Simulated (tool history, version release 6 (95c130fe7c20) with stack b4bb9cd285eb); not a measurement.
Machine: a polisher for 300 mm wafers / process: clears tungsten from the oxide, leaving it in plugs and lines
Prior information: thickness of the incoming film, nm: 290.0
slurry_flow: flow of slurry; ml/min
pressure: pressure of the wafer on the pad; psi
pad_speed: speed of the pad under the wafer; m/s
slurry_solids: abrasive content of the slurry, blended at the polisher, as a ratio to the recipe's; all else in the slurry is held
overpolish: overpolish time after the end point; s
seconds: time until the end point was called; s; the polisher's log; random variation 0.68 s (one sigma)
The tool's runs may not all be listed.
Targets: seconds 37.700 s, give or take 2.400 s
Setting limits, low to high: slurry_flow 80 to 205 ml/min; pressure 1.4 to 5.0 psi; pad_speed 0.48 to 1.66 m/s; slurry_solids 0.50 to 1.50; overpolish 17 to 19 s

run  hour  slurry_flow  pressure  pad_speed  slurry_solids  overpolish  seconds
  1   0.0          135       3.2       1.06           1.00          17   62.436
  2   5.3          135       3.6       1.08           1.00          17   55.366
  3   7.2          135       3.9       1.10           1.00          17   53.219
  4   8.2          135       3.9       0.96           1.00          17   59.478
  5  16.7          135       4.2       1.04           1.00          17   51.386
  6  19.1          135       4.4       1.08           1.00          17   46.626
  7  23.7          135       4.6       1.10           1.00          17   46.342
  8  32.3          140       5.0       1.28           1.05          17   34.455

Consider the 5 candidate settings below. Which is the only one whose results all fall within their allowed miss of target?
  A  40.9          140       5.0       1.34           1.10          18        ?
  B  40.9          130       5.0       1.36           1.05          17        ?
  C  40.9          150       4.1       1.60           1.00          17        ?
  D  40.9          155       4.8       1.22           1.15          18        ?
  E  40.9          135       5.0       1.38           1.15          17        ?

move  seconds
   A   33.983
   B   34.165
   C   34.310
   D   37.757
   E   32.978
A: its largest miss is bigger than the last run's
B: its largest miss is bigger than the last run's
C: just as far off the targets as the last run
D: all results land within tolerance of their targets
E: its largest miss is bigger than the last run's
Answer: D

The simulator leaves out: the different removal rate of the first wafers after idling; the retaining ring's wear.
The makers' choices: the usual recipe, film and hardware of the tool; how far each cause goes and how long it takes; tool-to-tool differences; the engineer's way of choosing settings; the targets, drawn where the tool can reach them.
